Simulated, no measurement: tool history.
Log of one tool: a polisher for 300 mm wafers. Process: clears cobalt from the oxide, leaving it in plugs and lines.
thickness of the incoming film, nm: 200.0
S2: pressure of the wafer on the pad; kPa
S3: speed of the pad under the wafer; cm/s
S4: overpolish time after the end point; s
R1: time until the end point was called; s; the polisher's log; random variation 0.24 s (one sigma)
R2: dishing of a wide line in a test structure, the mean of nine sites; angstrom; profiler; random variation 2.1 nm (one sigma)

{"run": 1, "hour": 0.0, "flow of slurry (ml/min)": 265, "S2": 10.3, "S3": 104, "S4": 30, "R1": 40.813, "R2": 717.42}
{"run": 2, "hour": 3.4, "flow of slurry (ml/min)": 265, "S2": 12.4, "S3": 104, "S4": 30, "R1": 35.516, "R2": 771.65}
{"run": 3, "hour": 10.8, "flow of slurry (ml/min)": 265, "S2": 13.1, "S3": 108, "S4": 29, "R1": 32.981, "R2": 788.15}
{"run": 4, "hour": 13.0, "flow of slurry (ml/min)": 265, "S2": 13.1, "S3": 90, "S4": 29, "R1": 39.144, "R2": 722.14}
{"run": 5, "hour": 16.3, "flow of slurry (ml/min)": 265, "S2": 13.1, "S3": 90, "S4": 16, "R1": 38.798, "R2": 541.63}
{"run": 6, "hour": 24.6, "flow of slurry (ml/min)": 290, "S2": 13.1, "S3": 90, "S4": 16, "R1": 38.745, "R2": 522.42}
{"run": 7, "hour": 25.3, "flow of slurry (ml/min)": 290, "S2": 13.1, "S3": 96, "S4": 17, "R1": 36.314, "R2": 572.77}
{"run": 8, "hour": 27.1, "flow of slurry (ml/min)": 290, "S2": 13.8, "S3": 100, "S4": 18, "R1": 33.317, "R2": 618.92}
{"run": 9, "hour": 35.2, "flow of slurry (ml/min)": 290, "S2": 13.8, "S3": 104, "S4": 19, "R1": 32.05, "R2": 610.82}

Forecast run 10:
{"run": 10, "hour": 41.8, "flow of slurry (ml/min)": 290, "S2": 13.8, "S3": 108, "S4": 20, "R1": "?", "R2": "?"}

Run 10 gave R1 30.933 s, R2 665.18 angstrom.
